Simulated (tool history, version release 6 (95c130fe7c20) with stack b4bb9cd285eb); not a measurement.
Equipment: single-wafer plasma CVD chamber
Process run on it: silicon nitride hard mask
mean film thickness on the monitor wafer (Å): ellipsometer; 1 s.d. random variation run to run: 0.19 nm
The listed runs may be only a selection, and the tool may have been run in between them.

run	day	heater temperature setpoint (deg C)	chamber pressure (Pa)	RF power (W)	deposition time (s)	mean film thickness on the monitor wafer (Å)
1	0.000	405	171	230	47.3	479.94
2	0.162	405	157	230	47.3	466.90
3	0.429	405	148	230	47.3	456.78
4	0.642	411	148	230	47.3	458.47
5	0.883	401	148	230	47.3	458.95
6	1.179	401	148	230	47.3	458.17
7	1.442	401	140	230	47.3	450.27
8	1.688	401	135	230	47.3	445.47

What will run 9 give?
9	1.792	401	131	230	47.3	?

{"run 9": {"mean film thickness on the monitor wafer (Å)": 436.86}}

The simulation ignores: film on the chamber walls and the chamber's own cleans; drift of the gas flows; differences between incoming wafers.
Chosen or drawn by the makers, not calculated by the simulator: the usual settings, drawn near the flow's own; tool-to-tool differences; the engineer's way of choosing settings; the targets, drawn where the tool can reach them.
